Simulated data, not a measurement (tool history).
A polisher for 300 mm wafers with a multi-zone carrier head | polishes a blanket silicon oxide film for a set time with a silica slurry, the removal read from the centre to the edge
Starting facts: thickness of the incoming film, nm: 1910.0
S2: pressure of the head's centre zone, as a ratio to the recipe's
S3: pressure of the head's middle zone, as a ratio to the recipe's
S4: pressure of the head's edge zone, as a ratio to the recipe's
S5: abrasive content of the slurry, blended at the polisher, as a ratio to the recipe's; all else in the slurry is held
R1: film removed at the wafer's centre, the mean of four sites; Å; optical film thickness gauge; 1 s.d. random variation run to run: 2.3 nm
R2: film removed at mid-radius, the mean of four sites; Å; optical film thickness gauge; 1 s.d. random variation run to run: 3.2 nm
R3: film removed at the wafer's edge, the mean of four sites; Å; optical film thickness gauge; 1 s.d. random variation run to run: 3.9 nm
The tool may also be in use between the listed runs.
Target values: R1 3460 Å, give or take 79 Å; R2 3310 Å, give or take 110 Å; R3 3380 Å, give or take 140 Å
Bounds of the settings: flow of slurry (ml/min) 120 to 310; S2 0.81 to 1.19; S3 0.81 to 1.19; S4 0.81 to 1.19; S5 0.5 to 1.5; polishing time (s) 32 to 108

{"run": 1, "hour": 0.0, "flow of slurry (ml/min)": 200, "S2": 1, "S3": 1, "S4": 1, "S5": 1, "polishing time (s)": 70, "R1": 2547.7, "R2": 2885.1, "R3": 2857.8}
{"run": 2, "hour": 0.7, "flow of slurry (ml/min)": 230, "S2": 1, "S3": 1, "S4": 1, "S5": 1, "polishing time (s)": 70, "R1": 2602.7, "R2": 2952.4, "R3": 2963.9}
{"run": 3, "hour": 8.5, "flow of slurry (ml/min)": 245, "S2": 1.04, "S3": 1.01, "S4": 1.01, "S5": 1, "polishing time (s)": 70, "R1": 2751.4, "R2": 3013.9, "R3": 2944.4}
{"run": 4, "hour": 16.6, "flow of slurry (ml/min)": 255, "S2": 1.07, "S3": 1.01, "S4": 1.04, "S5": 1.05, "polishing time (s)": 70, "R1": 2865.9, "R2": 3092.6, "R3": 3007.8}
{"run": 5, "hour": 18.1, "flow of slurry (ml/min)": 255, "S2": 0.99, "S3": 1.01, "S4": 1.04, "S5": 1.05, "polishing time (s)": 70, "R1": 2666.7, "R2": 3097.5, "R3": 3012.6}
{"run": 6, "hour": 20.1, "flow of slurry (ml/min)": 255, "S2": 0.99, "S3": 1.09, "S4": 1.04, "S5": 1.05, "polishing time (s)": 70, "R1": 2673.8, "R2": 3259.8, "R3": 3069.7}
{"run": 7, "hour": 21.1, "flow of slurry (ml/min)": 255, "S2": 1.03, "S3": 1.06, "S4": 1.06, "S5": 1.1, "polishing time (s)": 70, "R1": 2807.5, "R2": 3226, "R3": 3157.3}
{"run": 8, "hour": 23.2, "flow of slurry (ml/min)": 260, "S2": 1.07, "S3": 1.05, "S4": 1.07, "S5": 1.15, "polishing time (s)": 70, "R1": 2978.6, "R2": 3250.3, "R3": 3167.8}
{"run": 9, "hour": 27.7, "flow of slurry (ml/min)": 260, "S2": 1.1, "S3": 1.04, "S4": 1.09, "S5": 1.2, "polishing time (s)": 70, "R1": 3086.1, "R2": 3213.7, "R3": 3264.1}

Next run, 5 choices. One meets every target within its allowed miss, the rest don't. Which?
{"run": "A", "hour": 32.2, "flow of slurry (ml/min)": 245, "S2": 1.07, "S3": 1.02, "S4": 0.97, "S5": 1.3, "polishing time (s)": 76, "R1": "?", "R2": "?", "R3": "?"}
{"run": "B", "hour": 32.2, "flow of slurry (ml/min)": 250, "S2": 1.13, "S3": 1.01, "S4": 1.08, "S5": 1.25, "polishing time (s)": 73, "R1": "?", "R2": "?", "R3": "?"}
{"run": "C", "hour": 32.2, "flow of slurry (ml/min)": 235, "S2": 1.18, "S3": 1.01, "S4": 1.09, "S5": 1.2, "polishing time (s)": 74, "R1": "?", "R2": "?", "R3": "?"}
{"run": "D", "hour": 32.2, "flow of slurry (ml/min)": 255, "S2": 0.92, "S3": 1.02, "S4": 1.02, "S5": 1.3, "polishing time (s)": 68, "R1": "?", "R2": "?", "R3": "?"}
{"run": "E", "hour": 32.2, "flow of slurry (ml/min)": 295, "S2": 1.18, "S3": 1.09, "S4": 1.1, "S5": 1.25, "polishing time (s)": 71, "R1": "?", "R2": "?", "R3": "?"}

move=A R1=3343.3 R2=3503.7 R3=3435
move=B R1=3366.6 R2=3307.7 R3=3446.1
move=C R1=3495.3 R2=3288.4 R3=3449.3
move=D R1=2578.2 R2=3152.1 R3=3160.3
move=E R1=3494.1 R2=3495.1 R3=3426.5
A: gains on the last run, yet a result remains outside its allowed miss
B: gains on the last run, yet a result remains outside its allowed miss
C: all results land within tolerance of their targets
D: moves away from the targets compared with the last run
E: meets the target for the result that was furthest off, but another lies outside its allowed miss
The move that meets every target is C.

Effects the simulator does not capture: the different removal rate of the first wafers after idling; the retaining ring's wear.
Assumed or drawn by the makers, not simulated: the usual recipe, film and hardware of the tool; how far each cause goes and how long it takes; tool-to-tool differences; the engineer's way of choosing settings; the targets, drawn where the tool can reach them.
